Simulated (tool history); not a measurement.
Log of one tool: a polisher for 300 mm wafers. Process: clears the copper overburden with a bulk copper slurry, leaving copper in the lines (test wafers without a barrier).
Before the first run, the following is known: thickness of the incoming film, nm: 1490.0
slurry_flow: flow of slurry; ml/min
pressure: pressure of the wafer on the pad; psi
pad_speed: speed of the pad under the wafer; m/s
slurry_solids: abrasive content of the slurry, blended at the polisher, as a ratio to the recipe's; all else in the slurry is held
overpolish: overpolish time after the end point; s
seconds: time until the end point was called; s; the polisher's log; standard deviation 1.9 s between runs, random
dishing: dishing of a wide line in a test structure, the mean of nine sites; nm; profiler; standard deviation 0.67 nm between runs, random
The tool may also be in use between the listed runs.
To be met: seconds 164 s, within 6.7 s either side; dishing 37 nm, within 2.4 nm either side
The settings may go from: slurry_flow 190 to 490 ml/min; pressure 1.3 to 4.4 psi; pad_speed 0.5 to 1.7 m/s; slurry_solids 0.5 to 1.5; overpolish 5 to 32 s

run	hour	slurry_flow	pressure	pad_speed	slurry_solids	overpolish	seconds	dishing
1	0	315	2.8	1.1	1	16	155.98	49.93
2	3.7	315	2.8	1.1	1	15	151.34	48.233
3	10.4	380	2.8	1.1	1	15	149.41	50.251
4	18.8	375	2.8	1.1	1	14	153.3	47.908
5	26.2	375	2.8	1.1	1	13	152.66	46.474
6	30.7	375	2.8	1.1	1	12	151.64	45.353
7	37.8	375	2.8	1.1	1	11	152.11	42.603
8	40.8	370	2.7	1.1	1	10	160.26	39.46

Next run, 4 choices. One meets every target within its allowed miss, the rest don't. Which?
A	43.8	365	2.6	1.08	1.1	12	?	?
B	43.8	475	2.7	1.1	0.9	9	?	?
C	43.8	330	3	1.04	1.05	10	?	?
D	43.8	330	3.3	1	0.95	10	?	?

move	seconds	dishing
A	162.84	44.037
B	162.42	37.272
C	149.94	42.212
D	146.58	43.16
A: its largest miss is bigger than the last run's
B: hits every target within its allowed miss
C: its largest miss is bigger than the last run's
D: its largest miss is bigger than the last run's
Correct choice: B, which meets every target
